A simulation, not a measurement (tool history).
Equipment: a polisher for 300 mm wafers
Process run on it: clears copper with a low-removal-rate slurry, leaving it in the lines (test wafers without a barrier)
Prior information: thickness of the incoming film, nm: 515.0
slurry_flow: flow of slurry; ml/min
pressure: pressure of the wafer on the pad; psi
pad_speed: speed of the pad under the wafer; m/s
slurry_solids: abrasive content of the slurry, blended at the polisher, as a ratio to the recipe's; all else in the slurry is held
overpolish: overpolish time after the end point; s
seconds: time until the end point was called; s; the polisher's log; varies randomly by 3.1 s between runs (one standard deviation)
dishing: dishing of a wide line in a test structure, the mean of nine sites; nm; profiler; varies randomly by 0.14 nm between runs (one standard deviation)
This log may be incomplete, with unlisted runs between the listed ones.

Run 1, hour 0: slurry_flow 140 ml/min, pressure 2.7 psi, pad_speed 1.16 m/s, slurry_solids 1, overpolish 12 s. Result: seconds 168.39 s, dishing 26.091 nm.
Run 2, hour 7.4: slurry_flow 140 ml/min, pressure 2.7 psi, pad_speed 0.96 m/s, slurry_solids 1, overpolish 12 s. Result: seconds 193.25 s, dishing 22.995 nm.
Run 3, hour 9.7: slurry_flow 140 ml/min, pressure 2.7 psi, pad_speed 0.96 m/s, slurry_solids 1.1, overpolish 12 s. Result: seconds 185.76 s, dishing 24.336 nm.
Run 4, hour 15.9: slurry_flow 140 ml/min, pressure 2.6 psi, pad_speed 1 m/s, slurry_solids 1, overpolish 11 s. Result: seconds 198.9 s, dishing 21.277 nm.
Run 5, hour 24.3: slurry_flow 130 ml/min, pressure 2.7 psi, pad_speed 0.98 m/s, slurry_solids 0.9, overpolish 10 s. Result: seconds 201.2 s, dishing 19.633 nm.
Run 6, hour 29.5: slurry_flow 100 ml/min, pressure 2.7 psi, pad_speed 0.98 m/s, slurry_solids 0.9, overpolish 10 s. Result: seconds 216.09 s, dishing 17.54 nm.

Run 7 has not been measured yet. What should we expect?
Run 7, hour 36.9: slurry_flow 100 ml/min, pressure 2.5 psi, pad_speed 1.04 m/s, slurry_solids 1, overpolish 9 s. Result: seconds ?, dishing ?.

{"run 7": {"seconds": 218.46, "dishing": 15.857}}
